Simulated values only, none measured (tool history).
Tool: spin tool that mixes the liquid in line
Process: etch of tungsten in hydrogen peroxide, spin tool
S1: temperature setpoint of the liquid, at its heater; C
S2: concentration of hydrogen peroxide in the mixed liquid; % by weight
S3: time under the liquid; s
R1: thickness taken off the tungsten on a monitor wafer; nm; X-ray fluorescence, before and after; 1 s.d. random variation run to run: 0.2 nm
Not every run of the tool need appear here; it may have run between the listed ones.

run 1 hour=0.0 | S1=51.0 S2=24 S3=45 | R1=53.198
run 2 hour=4.9 | S1=50.0 S2=24 S3=45 | R1=50.206
run 3 hour=13.3 | S1=54.0 S2=24 S3=45 | R1=63.891
run 4 hour=21.0 | S1=53.5 S2=24 S3=45 | R1=62.049
run 5 hour=29.5 | S1=53.0 S2=24 S3=45 | R1=60.204
run 6 hour=35.2 | S1=52.5 S2=24 S3=45 | R1=58.006

Run 7 is up next; what results do you expect?
run 7 hour=36.9 | S1=52.0 S2=24 S3=45 | R1=?

Run 7 measured R1 56.914 nm.
